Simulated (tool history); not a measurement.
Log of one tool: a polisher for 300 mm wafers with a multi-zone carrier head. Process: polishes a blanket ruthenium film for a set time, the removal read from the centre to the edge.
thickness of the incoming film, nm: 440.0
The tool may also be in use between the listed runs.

| run | hour | flow of slurry (ml/min) | pressure of the head's centre zone | pressure of the head's middle zone | pressure of the head's edge zone | polishing time (s) | film removed at the wafer's centre (angstrom) | film removed at mid-radius (angstrom) | film removed at the wafer's edge (angstrom) |
|---|---|---|---|---|---|---|---|---|---|
| 1 | 0.0 | 250 | 1.00 | 1.00 | 1.00 | 87 | 856.81 | 846.85 | 832.54 |
| 2 | 4.8 | 200 | 1.00 | 1.00 | 1.00 | 87 | 831.07 | 804.54 | 832.58 |
| 3 | 7.8 | 195 | 1.00 | 0.98 | 0.99 | 82 | 771.75 | 748.77 | 768.68 |
| 4 | 16.6 | 190 | 1.01 | 0.96 | 1.00 | 77 | 731.10 | 693.03 | 730.97 |
| 5 | 19.3 | 215 | 1.01 | 0.96 | 1.00 | 77 | 747.22 | 704.17 | 738.11 |
| 6 | 23.2 | 215 | 1.01 | 0.96 | 1.00 | 57 | 542.79 | 519.53 | 547.43 |
| 7 | 27.0 | 210 | 1.02 | 0.94 | 1.00 | 56 | 549.45 | 499.98 | 527.79 |

The next listed run, before its measurement:
| 8 | 30.8 | 205 | 1.02 | 0.93 | 1.01 | 55 | ? | ? | ? |

film removed at the wafer's centre (angstrom): 535.87
film removed at mid-radius (angstrom): 475.54
film removed at the wafer's edge (angstrom): 517.27

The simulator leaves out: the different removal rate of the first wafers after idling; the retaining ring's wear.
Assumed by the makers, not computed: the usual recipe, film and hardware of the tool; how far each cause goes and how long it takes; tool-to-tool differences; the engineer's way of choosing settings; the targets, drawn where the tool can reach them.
